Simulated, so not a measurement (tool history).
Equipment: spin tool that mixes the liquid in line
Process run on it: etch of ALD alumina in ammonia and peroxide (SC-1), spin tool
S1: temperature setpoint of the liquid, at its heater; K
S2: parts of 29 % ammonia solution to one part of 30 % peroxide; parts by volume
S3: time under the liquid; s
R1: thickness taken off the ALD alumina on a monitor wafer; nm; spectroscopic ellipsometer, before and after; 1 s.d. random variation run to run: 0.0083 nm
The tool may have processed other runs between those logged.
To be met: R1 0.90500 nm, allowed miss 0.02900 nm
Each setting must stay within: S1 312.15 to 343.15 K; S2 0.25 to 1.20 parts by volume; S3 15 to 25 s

run 1 hour=0.0 | S1=328.15 S2=0.95 S3=25 | R1=1.69450
run 2 hour=8.0 | S1=330.65 S2=0.95 S3=25 | R1=1.92220
run 3 hour=9.4 | S1=330.65 S2=1.15 S3=25 | R1=1.98630
run 4 hour=14.6 | S1=330.65 S2=1.15 S3=25 | R1=2.02260
run 5 hour=23.1 | S1=330.65 S2=1.15 S3=15 | R1=1.19440
run 6 hour=29.1 | S1=330.65 S2=1.20 S3=15 | R1=1.18470
run 7 hour=36.9 | S1=329.65 S2=1.20 S3=15 | R1=1.15210
run 8 hour=40.6 | S1=323.65 S2=1.20 S3=15 | R1=0.80481
run 9 hour=45.4 | S1=324.15 S2=1.20 S3=15 | R1=0.84497
run 10 hour=48.9 | S1=324.65 S2=1.20 S3=15 | R1=0.85672

Which one of the following 4 next-run settings gets every result inside its allowed miss? There is exactly one.
run A hour=52.4 | S1=319.15 S2=0.90 S3=20 | R1=?
run B hour=52.4 | S1=325.65 S2=1.20 S3=15 | R1=?
run C hour=52.4 | S1=324.15 S2=1.15 S3=15 | R1=?
run D hour=52.4 | S1=321.15 S2=1.20 S3=20 | R1=?

move=A R1=0.82282
move=B R1=0.90836
move=C R1=0.83393
move=D R1=0.94618
A: misses by more than the last run did
B: in spec on every target
C: misses by more than the last run did
D: pushes the last run's worst result past its target
B is the move that brings every result within its allowed miss.
